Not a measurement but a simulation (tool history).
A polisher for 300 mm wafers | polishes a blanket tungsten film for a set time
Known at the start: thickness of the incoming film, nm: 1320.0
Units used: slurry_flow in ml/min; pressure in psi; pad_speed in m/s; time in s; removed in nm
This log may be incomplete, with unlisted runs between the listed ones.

run  hour  slurry_flow  pressure  pad_speed  slurry_solids  time  removed
  1   0.0          285       2.6       1.34           1.00    48   247.72
  2   2.9          285       2.9       1.36           1.00    48   269.34
  3   8.5          285       3.2       1.42           1.00    48   295.30
  4  14.4          285       3.2       1.68           1.00    48   354.72
  5  15.2          285       3.2       1.68           0.85    48   335.59
  6  19.2          285       3.4       1.70           0.85    48   359.38

Estimate the outcome of run 7 from the log above:
  7  22.1          285       3.5       1.70           0.85    48        ?

{"run 7": {"removed": 370.19}}

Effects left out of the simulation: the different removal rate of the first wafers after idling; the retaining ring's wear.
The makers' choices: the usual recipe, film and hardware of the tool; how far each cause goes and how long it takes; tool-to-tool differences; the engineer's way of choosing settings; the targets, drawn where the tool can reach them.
